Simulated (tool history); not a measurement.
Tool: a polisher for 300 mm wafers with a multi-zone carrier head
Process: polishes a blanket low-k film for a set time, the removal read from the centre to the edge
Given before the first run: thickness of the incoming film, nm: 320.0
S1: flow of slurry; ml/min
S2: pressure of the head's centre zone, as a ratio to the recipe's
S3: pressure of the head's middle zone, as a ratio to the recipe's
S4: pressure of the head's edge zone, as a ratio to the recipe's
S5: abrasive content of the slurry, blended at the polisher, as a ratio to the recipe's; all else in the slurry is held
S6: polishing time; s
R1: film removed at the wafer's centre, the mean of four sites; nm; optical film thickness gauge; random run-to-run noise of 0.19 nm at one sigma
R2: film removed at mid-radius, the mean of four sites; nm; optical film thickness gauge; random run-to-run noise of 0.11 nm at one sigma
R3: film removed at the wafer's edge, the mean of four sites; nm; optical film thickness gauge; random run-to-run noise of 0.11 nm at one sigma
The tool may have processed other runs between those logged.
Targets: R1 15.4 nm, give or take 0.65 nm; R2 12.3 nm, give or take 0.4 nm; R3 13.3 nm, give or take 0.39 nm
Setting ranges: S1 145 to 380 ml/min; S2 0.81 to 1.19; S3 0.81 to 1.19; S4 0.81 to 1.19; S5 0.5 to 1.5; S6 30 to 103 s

run 1 hour=0 | S1=245 S2=1 S3=1 S4=1 S5=1 S6=66 | R1=18.354 R2=19.341 R3=19.111
run 2 hour=5.2 | S1=245 S2=1.01 S3=0.98 S4=0.98 S5=0.95 S6=65 | R1=17.893 R2=17.666 R3=17.742
run 3 hour=12.1 | S1=295 S2=1.01 S3=0.98 S4=0.98 S5=0.95 S6=65 | R1=18.023 R2=18.186 R3=17.835
run 4 hour=13.4 | S1=295 S2=1.01 S3=0.9 S4=0.98 S5=0.95 S6=65 | R1=17.987 R2=17.536 R3=17.697
run 5 hour=14.8 | S1=285 S2=1.02 S3=0.89 S4=0.97 S5=0.9 S6=65 | R1=17.517 R2=16.52 R3=17.284
run 6 hour=21.8 | S1=285 S2=1.02 S3=0.89 S4=0.97 S5=0.9 S6=55 | R1=14.916 R2=13.727 R3=14.738
run 7 hour=25.4 | S1=285 S2=1.03 S3=0.88 S4=0.95 S5=0.9 S6=55 | R1=15.235 R2=13.52 R3=14.661
run 8 hour=27.5 | S1=290 S2=1.03 S3=0.88 S4=0.94 S5=0.9 S6=55 | R1=15.126 R2=13.721 R3=14.392
run 9 hour=32.3 | S1=285 S2=1.04 S3=0.87 S4=0.93 S5=0.9 S6=55 | R1=15.433 R2=13.462 R3=14.319
run 10 hour=37.8 | S1=280 S2=1.04 S3=0.86 S4=0.92 S5=0.9 S6=55 | R1=15.102 R2=13.615 R3=14.212
run 11 hour=41.5 | S1=280 S2=1.05 S3=0.85 S4=0.92 S5=0.9 S6=55 | R1=15.186 R2=13.409 R3=14.153

Of the 4 settings listed for the next run, only one would bring every result within its allowed miss of target. Which one?
run A hour=45.2 | S1=245 S2=1.13 S3=0.82 S4=1.07 S5=0.9 S6=52 | R1=? R2=? R3=?
run B hour=45.2 | S1=305 S2=1.08 S3=0.96 S4=0.81 S5=0.95 S6=50 | R1=? R2=? R3=?
run C hour=45.2 | S1=315 S2=1.11 S3=0.81 S4=0.89 S5=1.15 S6=44 | R1=? R2=? R3=?
run D hour=45.2 | S1=355 S2=0.93 S3=0.94 S4=0.81 S5=0.85 S6=62 | R1=? R2=? R3=?

move=A R1=14.872 R2=12.238 R3=14.077
move=B R1=14.699 R2=14.053 R3=12.8
move=C R1=15.05 R2=12.453 R3=13.274
move=D R1=14.767 R2=15.955 R3=14.698
A: gets the furthest-off result to its target, but another result is out of tolerance
B: its largest miss is bigger than the last run's
C: meets every target
D: its largest miss is bigger than the last run's
Go with C: it meets all targets.

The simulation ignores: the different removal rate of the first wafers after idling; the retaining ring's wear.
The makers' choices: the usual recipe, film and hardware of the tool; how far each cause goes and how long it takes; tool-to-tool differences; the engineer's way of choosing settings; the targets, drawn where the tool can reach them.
